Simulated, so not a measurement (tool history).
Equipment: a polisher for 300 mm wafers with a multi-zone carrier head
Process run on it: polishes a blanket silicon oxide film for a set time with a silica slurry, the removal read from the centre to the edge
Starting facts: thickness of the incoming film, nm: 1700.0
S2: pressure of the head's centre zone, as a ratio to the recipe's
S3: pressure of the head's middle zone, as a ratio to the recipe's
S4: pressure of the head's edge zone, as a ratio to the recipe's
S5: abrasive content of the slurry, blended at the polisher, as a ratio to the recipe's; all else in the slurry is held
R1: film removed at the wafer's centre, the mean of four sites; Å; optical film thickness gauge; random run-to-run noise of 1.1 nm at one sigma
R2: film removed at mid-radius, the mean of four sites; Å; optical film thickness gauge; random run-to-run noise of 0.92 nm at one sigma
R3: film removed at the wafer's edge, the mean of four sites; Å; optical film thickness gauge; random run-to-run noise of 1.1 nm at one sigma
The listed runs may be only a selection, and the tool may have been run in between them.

run 1 hour=0.0 | flow_of_slurry_(ml/min)=300 S2=1.00 S3=1.00 S4=1.00 S5=1.00 polishing_time_(s)=62 | R1=1891.2 R2=1917.4 R3=1952.1
run 2 hour=6.9 | flow_of_slurry_(ml/min)=265 S2=1.00 S3=1.00 S4=1.00 S5=1.00 polishing_time_(s)=62 | R1=1881.7 R2=1912.9 R3=1966.9
run 3 hour=7.5 | flow_of_slurry_(ml/min)=265 S2=1.00 S3=1.00 S4=1.00 S5=1.00 polishing_time_(s)=78 | R1=2386.6 R2=2386.8 R3=2468.5
run 4 hour=14.5 | flow_of_slurry_(ml/min)=285 S2=0.99 S3=1.01 S4=0.97 S5=0.90 polishing_time_(s)=71 | R1=2073.5 R2=2098.8 R3=2102.1
run 5 hour=19.9 | flow_of_slurry_(ml/min)=285 S2=0.91 S3=1.01 S4=0.97 S5=0.90 polishing_time_(s)=71 | R1=1912.6 R2=2137.6 R3=2135.7
run 6 hour=20.7 | flow_of_slurry_(ml/min)=300 S2=0.91 S3=1.02 S4=0.94 S5=0.80 polishing_time_(s)=65 | R1=1630.8 R2=1844.8 R3=1815.9
run 7 hour=24.8 | flow_of_slurry_(ml/min)=315 S2=0.93 S3=1.04 S4=0.92 S5=0.75 polishing_time_(s)=62 | R1=1564.2 R2=1741.3 R3=1656.4
run 8 hour=28.0 | flow_of_slurry_(ml/min)=325 S2=0.93 S3=1.05 S4=0.90 S5=0.70 polishing_time_(s)=60 | R1=1456.0 R2=1664.3 R3=1521.8
run 9 hour=34.0 | flow_of_slurry_(ml/min)=330 S2=0.93 S3=1.05 S4=0.89 S5=0.65 polishing_time_(s)=59 | R1=1382.7 R2=1528.5 R3=1455.3
run 10 hour=35.0 | flow_of_slurry_(ml/min)=335 S2=0.93 S3=1.06 S4=0.87 S5=0.60 polishing_time_(s)=58 | R1=1315.6 R2=1469.8 R3=1331.5
run 11 hour=40.6 | flow_of_slurry_(ml/min)=310 S2=0.90 S3=1.02 S4=0.81 S5=0.50 polishing_time_(s)=58 | R1=1104.6 R2=1262.7 R3=1158.4
run 12 hour=47.9 | flow_of_slurry_(ml/min)=330 S2=0.91 S3=1.03 S4=0.81 S5=0.50 polishing_time_(s)=58 | R1=1144.3 R2=1276.9 R3=1143.9
run 13 hour=56.1 | flow_of_slurry_(ml/min)=340 S2=0.91 S3=1.04 S4=0.82 S5=0.50 polishing_time_(s)=58 | R1=1139.1 R2=1286.6 R3=1177.9

The next listed run, before its measurement:
run 14 hour=56.9 | flow_of_slurry_(ml/min)=340 S2=0.92 S3=1.05 S4=0.82 S5=0.50 polishing_time_(s)=58 | R1=? R2=? R3=?

R1: 1167.3 Å
R2: 1305.5 Å
R3: 1160.0 Å
